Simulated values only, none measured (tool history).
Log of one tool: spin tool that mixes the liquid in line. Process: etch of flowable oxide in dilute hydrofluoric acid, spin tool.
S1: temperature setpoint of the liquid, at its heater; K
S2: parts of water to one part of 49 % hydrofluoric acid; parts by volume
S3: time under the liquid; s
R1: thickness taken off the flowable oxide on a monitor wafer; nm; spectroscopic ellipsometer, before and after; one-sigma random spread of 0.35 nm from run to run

run 1 hour=0 | S1=293.15 S2=95 S3=210 | R1=40.789
run 2 hour=7.4 | S1=293.15 S2=115 S3=210 | R1=33.031
run 3 hour=12.5 | S1=291.15 S2=115 S3=210 | R1=30.707
run 4 hour=14.2 | S1=294.15 S2=115 S3=210 | R1=34.373
run 5 hour=19 | S1=295.15 S2=105 S3=210 | R1=39.573
run 6 hour=24.1 | S1=293.15 S2=105 S3=210 | R1=36.886

Run 7 comes next. What will it give?
run 7 hour=32.8 | S1=294.65 S2=100 S3=210 | R1=?

R1: 41.629 nm
